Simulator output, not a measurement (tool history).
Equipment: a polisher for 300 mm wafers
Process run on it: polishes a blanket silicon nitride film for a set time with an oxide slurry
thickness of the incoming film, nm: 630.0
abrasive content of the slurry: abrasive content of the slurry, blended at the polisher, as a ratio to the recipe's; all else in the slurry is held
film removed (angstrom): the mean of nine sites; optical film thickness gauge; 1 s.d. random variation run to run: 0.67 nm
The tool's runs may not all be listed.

run,hour,flow of slurry (ml/min),pressure of the wafer on the pad (kPa),speed of the pad under the wafer (cm/s),abrasive content of the slurry,polishing time (s),film removed (angstrom)
1,0.0,305,18.6,136,1.0,93,738.50
2,3.1,305,17.2,134,1.0,93,682.04
3,11.6,305,15.9,132,1.0,93,613.48
4,18.5,305,15.2,132,1.0,93,592.05
5,20.4,335,15.2,132,1.0,93,599.93
6,23.6,335,14.5,132,1.0,93,563.55

The next listed run, before its measurement:
7,32.2,335,13.8,132,1.0,93,?

Run 7 measured film removed (angstrom) 549.22.
